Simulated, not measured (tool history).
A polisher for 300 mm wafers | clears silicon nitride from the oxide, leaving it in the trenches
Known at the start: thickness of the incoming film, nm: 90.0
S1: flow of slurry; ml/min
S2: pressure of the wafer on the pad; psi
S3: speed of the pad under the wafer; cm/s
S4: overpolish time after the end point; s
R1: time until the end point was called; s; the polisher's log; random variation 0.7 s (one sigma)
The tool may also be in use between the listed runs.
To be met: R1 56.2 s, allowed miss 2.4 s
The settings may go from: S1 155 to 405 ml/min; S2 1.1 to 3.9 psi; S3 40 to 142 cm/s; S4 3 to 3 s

Run 1, hour 0: S1 260 ml/min, S2 2.5 psi, S3 90 cm/s, S4 3 s. Result: R1 109.69 s.
Run 2, hour 5.3: S1 260 ml/min, S2 2.8 psi, S3 92 cm/s, S4 3 s. Result: R1 95.325 s.
Run 3, hour 10.5: S1 260 ml/min, S2 2.8 psi, S3 78 cm/s, S4 3 s. Result: R1 111.58 s.
Run 4, hour 14.6: S1 315 ml/min, S2 2.8 psi, S3 78 cm/s, S4 3 s. Result: R1 108.12 s.
Run 5, hour 21: S1 315 ml/min, S2 2.8 psi, S3 66 cm/s, S4 3 s. Result: R1 128.38 s.
Run 6, hour 29.2: S1 315 ml/min, S2 3.1 psi, S3 66 cm/s, S4 3 s. Result: R1 116.39 s.
Run 7, hour 35.3: S1 320 ml/min, S2 3.3 psi, S3 74 cm/s, S4 3 s. Result: R1 99.584 s.
Run 8, hour 41.6: S1 320 ml/min, S2 3.4 psi, S3 82 cm/s, S4 3 s. Result: R1 85.573 s.
Run 9, hour 42.3: S1 320 ml/min, S2 3.5 psi, S3 86 cm/s, S4 3 s. Result: R1 80.924 s.
Run 10, hour 47.4: S1 320 ml/min, S2 3.6 psi, S3 90 cm/s, S4 3 s. Result: R1 74.168 s.
Run 11, hour 50.5: S1 325 ml/min, S2 3.9 psi, S3 106 cm/s, S4 3 s. Result: R1 59.298 s.

Which of these 4 next moves meets every target?
Run A, hour 53.6: S1 360 ml/min, S2 3.7 psi, S3 118 cm/s, S4 3 s. Result: R1 ?.
Run B, hour 53.6: S1 345 ml/min, S2 3.6 psi, S3 104 cm/s, S4 3 s. Result: R1 ?.
Run C, hour 53.6: S1 310 ml/min, S2 3.9 psi, S3 102 cm/s, S4 3 s. Result: R1 ?.
Run D, hour 53.6: S1 310 ml/min, S2 3.6 psi, S3 106 cm/s, S4 3 s. Result: R1 ?.

move      R1
   A  54.677
   B  63.744
   C  60.622
   D  63.157
A: meets every target
B: further off than the last run
C: further off than the last run
D: further off than the last run
Move A is the one to make.

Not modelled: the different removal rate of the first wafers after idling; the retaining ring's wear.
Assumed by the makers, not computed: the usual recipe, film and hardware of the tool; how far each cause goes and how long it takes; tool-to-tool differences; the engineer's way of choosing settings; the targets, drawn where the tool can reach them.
